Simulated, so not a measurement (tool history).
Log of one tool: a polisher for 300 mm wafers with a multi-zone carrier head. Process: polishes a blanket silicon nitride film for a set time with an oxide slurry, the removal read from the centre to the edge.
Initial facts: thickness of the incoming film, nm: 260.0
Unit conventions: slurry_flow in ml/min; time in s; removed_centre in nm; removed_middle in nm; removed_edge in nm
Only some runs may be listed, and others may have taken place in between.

Run 1, day 0: slurry_flow 185 ml/min, centre_zone 1, middle_zone 1, edge_zone 1, slurry_solids 1, time 83 s. Result: removed_centre 63.445 nm, removed_middle 63.015 nm, removed_edge 60.681 nm.
Run 2, day 0.308: slurry_flow 140 ml/min, centre_zone 1, middle_zone 1, edge_zone 1, slurry_solids 1, time 83 s. Result: removed_centre 61.184 nm, removed_middle 60.573 nm, removed_edge 58.001 nm.
Run 3, day 0.521: slurry_flow 140 ml/min, centre_zone 1, middle_zone 1, edge_zone 0.93, slurry_solids 1, time 83 s. Result: removed_centre 61.2 nm, removed_middle 61.026 nm, removed_edge 56.155 nm.
Run 4, day 0.592: slurry_flow 140 ml/min, centre_zone 1, middle_zone 1.06, edge_zone 0.93, slurry_solids 1, time 83 s. Result: removed_centre 60.112 nm, removed_middle 64.063 nm, removed_edge 55.719 nm.
Run 5, day 0.729: slurry_flow 155 ml/min, centre_zone 1, middle_zone 1.05, edge_zone 0.97, slurry_solids 1.1, time 84 s. Result: removed_centre 65.74 nm, removed_middle 68.568 nm, removed_edge 61.305 nm.
Run 6, day 0.871: slurry_flow 165 ml/min, centre_zone 1, middle_zone 1.04, edge_zone 1.01, slurry_solids 1.15, time 84 s. Result: removed_centre 66.004 nm, removed_middle 68.132 nm, removed_edge 64.137 nm.

Run 7, settings as shown, results not yet in. Your forecast:
Run 7, day 1.038: slurry_flow 175 ml/min, centre_zone 1.01, middle_zone 1.04, edge_zone 1.03, slurry_solids 1.2, time 85 s. Result: removed_centre ?, removed_middle ?, removed_edge ?.

Run 7 gave removed_centre 70.197 nm, removed_middle 72.063 nm, removed_edge 65.77 nm.
